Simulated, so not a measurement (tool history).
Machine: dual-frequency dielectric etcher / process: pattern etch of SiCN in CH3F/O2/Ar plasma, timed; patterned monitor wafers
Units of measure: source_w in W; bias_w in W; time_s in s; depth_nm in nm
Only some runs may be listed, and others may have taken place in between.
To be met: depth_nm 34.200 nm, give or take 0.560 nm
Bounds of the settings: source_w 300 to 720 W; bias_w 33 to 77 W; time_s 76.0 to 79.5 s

run 1 hour=0.0 | source_w=510 bias_w=55 time_s=76.0 | depth_nm=27.540
run 2 hour=7.8 | source_w=550 bias_w=57 time_s=76.0 | depth_nm=29.039
run 3 hour=13.5 | source_w=580 bias_w=58 time_s=76.0 | depth_nm=30.424
run 4 hour=17.6 | source_w=580 bias_w=58 time_s=79.5 | depth_nm=31.610
run 5 hour=20.5 | source_w=520 bias_w=58 time_s=79.5 | depth_nm=29.761
run 6 hour=26.7 | source_w=540 bias_w=58 time_s=79.5 | depth_nm=30.269
run 7 hour=29.8 | source_w=560 bias_w=58 time_s=79.5 | depth_nm=31.298
run 8 hour=37.9 | source_w=570 bias_w=58 time_s=79.5 | depth_nm=31.234
run 9 hour=44.9 | source_w=590 bias_w=58 time_s=79.5 | depth_nm=31.928
run 10 hour=52.4 | source_w=600 bias_w=58 time_s=79.5 | depth_nm=32.290
run 11 hour=53.3 | source_w=610 bias_w=58 time_s=79.5 | depth_nm=32.464
run 12 hour=56.6 | source_w=620 bias_w=58 time_s=79.5 | depth_nm=32.871

4 next moves are on the table. One of them brings every result within its allowed miss. Which?
run A hour=59.9 | source_w=570 bias_w=59 time_s=79.5 | depth_nm=?
run B hour=59.9 | source_w=620 bias_w=56 time_s=78.5 | depth_nm=?
run C hour=59.9 | source_w=650 bias_w=53 time_s=77.0 | depth_nm=?
run D hour=59.9 | source_w=680 bias_w=60 time_s=78.0 | depth_nm=?

move=A depth_nm=31.558
move=B depth_nm=32.090
move=C depth_nm=31.698
move=D depth_nm=34.392
A: its largest miss is bigger than the last run's
B: its largest miss is bigger than the last run's
C: its largest miss is bigger than the last run's
D: all results land within tolerance of their targets
So the answer is move D, the one that meets all the targets.

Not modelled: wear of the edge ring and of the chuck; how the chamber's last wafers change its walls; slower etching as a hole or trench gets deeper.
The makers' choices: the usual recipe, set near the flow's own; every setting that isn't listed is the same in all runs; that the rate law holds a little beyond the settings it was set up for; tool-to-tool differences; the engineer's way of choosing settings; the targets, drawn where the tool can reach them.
